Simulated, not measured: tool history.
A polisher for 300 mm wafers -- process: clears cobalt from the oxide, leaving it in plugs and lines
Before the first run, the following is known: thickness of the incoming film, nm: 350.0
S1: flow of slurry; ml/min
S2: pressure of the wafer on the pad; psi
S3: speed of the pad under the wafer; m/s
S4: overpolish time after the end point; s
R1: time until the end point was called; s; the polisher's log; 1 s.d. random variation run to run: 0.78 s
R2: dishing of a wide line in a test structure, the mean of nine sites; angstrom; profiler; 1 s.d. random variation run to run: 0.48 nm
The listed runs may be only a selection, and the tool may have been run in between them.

run,hour,S1,S2,S3,S4,R1,R2
1,0,300,1.6,0.78,16,110.46,299.16
2,7.2,300,1.6,0.98,16,87.532,351.19
3,15.7,300,1.6,0.98,13,87.221,302.55
4,17.3,300,1.8,0.98,14,78.946,340.52
5,25.2,345,1.8,0.98,14,77.369,342.1
6,31.2,290,1.8,0.98,14,79.612,337.61
7,32.1,290,1.8,0.98,14,79.039,339.96
8,36,290,1.9,0.98,15,74.759,369.83

Run 9 is up next; what results do you expect?
9,39.8,290,2,0.98,15,?,?

Run 9 came out at R1 70.852 s, R2 381.26 angstrom.
